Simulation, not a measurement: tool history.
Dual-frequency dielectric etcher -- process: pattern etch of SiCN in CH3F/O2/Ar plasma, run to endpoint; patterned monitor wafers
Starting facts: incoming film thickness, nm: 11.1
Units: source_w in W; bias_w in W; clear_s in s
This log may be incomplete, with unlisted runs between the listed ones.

{"run": 1, "day": 0.0, "source_w": 280, "bias_w": 75, "clear_s": 32.392}
{"run": 2, "day": 0.071, "source_w": 310, "bias_w": 78, "clear_s": 30.26}
{"run": 3, "day": 0.175, "source_w": 260, "bias_w": 78, "clear_s": 33.036}
{"run": 4, "day": 0.412, "source_w": 290, "bias_w": 80, "clear_s": 30.852}
{"run": 5, "day": 0.492, "source_w": 310, "bias_w": 81, "clear_s": 29.701}
{"run": 6, "day": 0.658, "source_w": 310, "bias_w": 73, "clear_s": 30.582}

Run 7 is up next; what results do you expect?
{"run": 7, "day": 0.908, "source_w": 330, "bias_w": 74, "clear_s": "?"}

{"run 7": {"clear_s": 29.459}}
